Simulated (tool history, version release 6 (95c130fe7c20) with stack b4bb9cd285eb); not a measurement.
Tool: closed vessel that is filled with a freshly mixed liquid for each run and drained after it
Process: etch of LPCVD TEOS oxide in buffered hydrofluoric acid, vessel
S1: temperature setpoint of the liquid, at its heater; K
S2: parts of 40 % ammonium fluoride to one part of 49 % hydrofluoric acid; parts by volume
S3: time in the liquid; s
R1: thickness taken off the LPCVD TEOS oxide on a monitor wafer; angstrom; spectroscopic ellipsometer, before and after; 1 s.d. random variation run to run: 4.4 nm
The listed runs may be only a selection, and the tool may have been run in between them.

run 1 day=0.000 | S1=296.15 S2=9.5 S3=90 | R1=4096.7
run 2 day=0.312 | S1=296.65 S2=9.5 S3=90 | R1=4197.4
run 3 day=0.583 | S1=296.65 S2=9.5 S3=90 | R1=4200.7
run 4 day=0.625 | S1=296.65 S2=9.5 S3=90 | R1=4188.6
run 5 day=0.842 | S1=296.65 S2=9.5 S3=100 | R1=4640.1
run 6 day=0.962 | S1=296.65 S2=8.0 S3=100 | R1=5577.0

Run 7, settings as shown, results not yet in. Your forecast:
-- day=1.292 hydrofluoric acid flow meter replaced
run 7 day=1.292 | S1=297.15 S2=8.0 S3=100 | R1=?

Logged for run 7: R1 5359.7 angstrom.
